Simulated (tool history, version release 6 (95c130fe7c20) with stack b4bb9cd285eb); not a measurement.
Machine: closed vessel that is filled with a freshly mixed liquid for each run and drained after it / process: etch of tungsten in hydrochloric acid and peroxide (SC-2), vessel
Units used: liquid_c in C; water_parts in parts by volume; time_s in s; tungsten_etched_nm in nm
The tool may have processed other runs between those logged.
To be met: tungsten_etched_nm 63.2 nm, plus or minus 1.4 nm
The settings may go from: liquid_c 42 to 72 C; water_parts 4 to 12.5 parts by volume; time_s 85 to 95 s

run  hour  liquid_c  water_parts  time_s  tungsten_etched_nm
  1     0        58            7      85              39.444
  2   2.6        58            7      85              39.177
  3    11        58          5.5      85              47.816
  4    13        58            7      85              39.381
  5  13.7        58            6      85              44.736
  6  21.4        58            4      85              59.714
  7  30.1      58.5            4      85              61.015
  8  38.9      58.5            4      85              60.864

Which one of the following 4 next-run settings gets every result inside its allowed miss? There is exactly one.
  A  47.7        61            6      90                   ?
  B  47.7        63          6.5      85                   ?
  C  47.7        58            4      85                   ?
  D  47.7      59.5          4.5      90                   ?

move  tungsten_etched_nm
   A              56.497
   B              56.848
   C              58.906
   D              63.299
A: the biggest miss grows against the last run
B: the biggest miss grows against the last run
C: the biggest miss grows against the last run
D: every result lands within tolerance
The right move is D.
